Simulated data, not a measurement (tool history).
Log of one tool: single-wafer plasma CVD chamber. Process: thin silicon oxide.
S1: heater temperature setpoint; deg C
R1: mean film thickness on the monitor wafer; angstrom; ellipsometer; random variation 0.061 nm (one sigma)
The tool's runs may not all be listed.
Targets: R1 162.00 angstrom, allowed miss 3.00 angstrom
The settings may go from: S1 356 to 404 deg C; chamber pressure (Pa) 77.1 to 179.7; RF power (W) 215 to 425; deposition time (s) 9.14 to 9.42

{"run": 1, "hour": 0.0, "S1": 380, "chamber pressure (Pa)": 128.4, "RF power (W)": 320, "deposition time (s)": 9.14, "R1": 178.78}
{"run": 2, "hour": 7.9, "S1": 380, "chamber pressure (Pa)": 128.4, "RF power (W)": 320, "deposition time (s)": 9.42, "R1": 183.18}
{"run": 3, "hour": 13.3, "S1": 380, "chamber pressure (Pa)": 119.2, "RF power (W)": 320, "deposition time (s)": 9.42, "R1": 175.21}
{"run": 4, "hour": 19.9, "S1": 380, "chamber pressure (Pa)": 142.1, "RF power (W)": 320, "deposition time (s)": 9.42, "R1": 195.01}
{"run": 5, "hour": 26.2, "S1": 380, "chamber pressure (Pa)": 142.1, "RF power (W)": 305, "deposition time (s)": 9.42, "R1": 193.24}
{"run": 6, "hour": 32.3, "S1": 380, "chamber pressure (Pa)": 130.3, "RF power (W)": 305, "deposition time (s)": 9.42, "R1": 182.82}
{"run": 7, "hour": 41.0, "S1": 380, "chamber pressure (Pa)": 127.3, "RF power (W)": 305, "deposition time (s)": 9.42, "R1": 181.18}
{"run": 8, "hour": 49.1, "S1": 380, "chamber pressure (Pa)": 124.4, "RF power (W)": 305, "deposition time (s)": 9.42, "R1": 177.03}
{"run": 9, "hour": 51.9, "S1": 380, "chamber pressure (Pa)": 122.3, "RF power (W)": 305, "deposition time (s)": 9.42, "R1": 175.29}
{"hour": 60.1, "done": "RF generator calibrated"}
{"run": 10, "hour": 60.1, "S1": 380, "chamber pressure (Pa)": 120.4, "RF power (W)": 305, "deposition time (s)": 9.42, "R1": 178.74}
{"run": 11, "hour": 66.1, "S1": 380, "chamber pressure (Pa)": 120.4, "RF power (W)": 305, "deposition time (s)": 9.42, "R1": 178.23}

4 next moves are on the table. One of them brings every result within its allowed miss. Which?
{"run": "A", "hour": 72.1, "S1": 378, "chamber pressure (Pa)": 146.0, "RF power (W)": 310, "deposition time (s)": 9.42, "R1": "?"}
{"run": "B", "hour": 72.1, "S1": 388, "chamber pressure (Pa)": 112.5, "RF power (W)": 300, "deposition time (s)": 9.14, "R1": "?"}
{"run": "C", "hour": 72.1, "S1": 382, "chamber pressure (Pa)": 142.1, "RF power (W)": 340, "deposition time (s)": 9.42, "R1": "?"}
{"run": "D", "hour": 72.1, "S1": 377, "chamber pressure (Pa)": 138.7, "RF power (W)": 310, "deposition time (s)": 9.42, "R1": "?"}

move=A R1=201.45
move=B R1=162.52
move=C R1=204.37
move=D R1=195.79
A: further off than the last run
B: meets every target
C: further off than the last run
D: further off than the last run
Answer: B

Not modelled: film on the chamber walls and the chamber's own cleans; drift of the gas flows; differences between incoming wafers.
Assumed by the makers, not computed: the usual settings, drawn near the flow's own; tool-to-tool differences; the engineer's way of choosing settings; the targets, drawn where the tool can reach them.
